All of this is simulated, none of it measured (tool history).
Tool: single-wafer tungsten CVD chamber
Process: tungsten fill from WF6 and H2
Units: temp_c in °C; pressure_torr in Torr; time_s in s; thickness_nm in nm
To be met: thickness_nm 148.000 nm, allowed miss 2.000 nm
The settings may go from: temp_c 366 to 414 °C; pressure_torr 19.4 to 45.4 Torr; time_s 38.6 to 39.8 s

run  hour  temp_c  pressure_torr  time_s  thickness_nm
  1   0.0     390           32.4    38.6        95.158
  2   1.4     390           32.4    39.8        98.545
  3   5.2     395           32.5    39.8       108.460
  4   9.3     400           32.5    39.8       120.250
  5  12.2     400           29.3    39.8       114.800
  6  17.4     403           29.3    39.8       122.210
  7  25.6     405           29.3    39.8       126.190
  8  32.6     407           29.3    39.8       130.470
  9  37.2     409           29.3    39.8       136.060
 10  38.4     410           29.3    39.8       138.130
 11  39.9     411           29.3    39.8       140.550
 12  44.9     412           29.3    39.8       142.380
 13  46.3     413           29.4    39.8       144.800
 14  49.3     413           29.5    39.8       145.240

4 next moves are on the table. One of them brings every result within its allowed miss. Which?
  A  52.3     414           27.6    39.2             ?
  B  52.3     414           27.1    39.5             ?
  C  52.3     413           31.2    39.6             ?
  D  52.3     413           34.6    39.8             ?

move  thickness_nm
   A       141.530
   B       141.710
   C       146.830
   D       153.150
A: further off than the last run
B: further off than the last run
C: meets every target
D: takes the result that was furthest off past its target
Move C is the one to make.
